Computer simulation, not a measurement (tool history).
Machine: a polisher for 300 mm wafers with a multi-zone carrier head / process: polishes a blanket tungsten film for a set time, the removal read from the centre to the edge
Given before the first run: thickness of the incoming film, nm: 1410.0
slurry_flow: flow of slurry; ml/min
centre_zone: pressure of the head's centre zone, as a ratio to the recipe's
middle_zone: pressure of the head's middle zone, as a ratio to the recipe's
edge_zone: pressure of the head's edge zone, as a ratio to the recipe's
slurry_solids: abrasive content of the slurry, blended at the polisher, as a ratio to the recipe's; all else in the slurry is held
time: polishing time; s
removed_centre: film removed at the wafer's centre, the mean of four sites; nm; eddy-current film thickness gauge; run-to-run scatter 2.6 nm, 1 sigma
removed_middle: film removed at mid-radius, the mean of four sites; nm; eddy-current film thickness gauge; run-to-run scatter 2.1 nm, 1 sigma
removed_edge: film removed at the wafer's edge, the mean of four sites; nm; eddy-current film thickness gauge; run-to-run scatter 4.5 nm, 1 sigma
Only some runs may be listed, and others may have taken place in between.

run 1 hour=0 | slurry_flow=195 centre_zone=1 middle_zone=1 edge_zone=1 slurry_solids=1 time=81 | removed_centre=292.86 removed_middle=282.84 removed_edge=295.47
run 2 hour=2.7 | slurry_flow=195 centre_zone=1 middle_zone=0.96 edge_zone=1 slurry_solids=1 time=81 | removed_centre=294.9 removed_middle=275.8 removed_edge=291.6
run 3 hour=4.8 | slurry_flow=195 centre_zone=1 middle_zone=0.96 edge_zone=1 slurry_solids=1 time=94 | removed_centre=340.42 removed_middle=313.87 removed_edge=337.57
run 4 hour=9.8 | slurry_flow=195 centre_zone=1 middle_zone=0.96 edge_zone=1 slurry_solids=0.85 time=94 | removed_centre=324.78 removed_middle=302.56 removed_edge=320.03
run 5 hour=13.1 | slurry_flow=215 centre_zone=1.03 middle_zone=0.97 edge_zone=1 slurry_solids=0.85 time=94 | removed_centre=338.32 removed_middle=310.8 removed_edge=336.7
run 6 hour=16.1 | slurry_flow=215 centre_zone=1.03 middle_zone=0.97 edge_zone=1 slurry_solids=1 time=94 | removed_centre=353.79 removed_middle=324.32 removed_edge=340.82

Run 7 has not been measured yet. What should we expect?
run 7 hour=21.8 | slurry_flow=230 centre_zone=1.05 middle_zone=0.97 edge_zone=0.99 slurry_solids=1 time=94 | removed_centre=? removed_middle=? removed_edge=?

Run 7 came out at removed_centre 362.18 nm, removed_middle 326.07 nm, removed_edge 345.83 nm.

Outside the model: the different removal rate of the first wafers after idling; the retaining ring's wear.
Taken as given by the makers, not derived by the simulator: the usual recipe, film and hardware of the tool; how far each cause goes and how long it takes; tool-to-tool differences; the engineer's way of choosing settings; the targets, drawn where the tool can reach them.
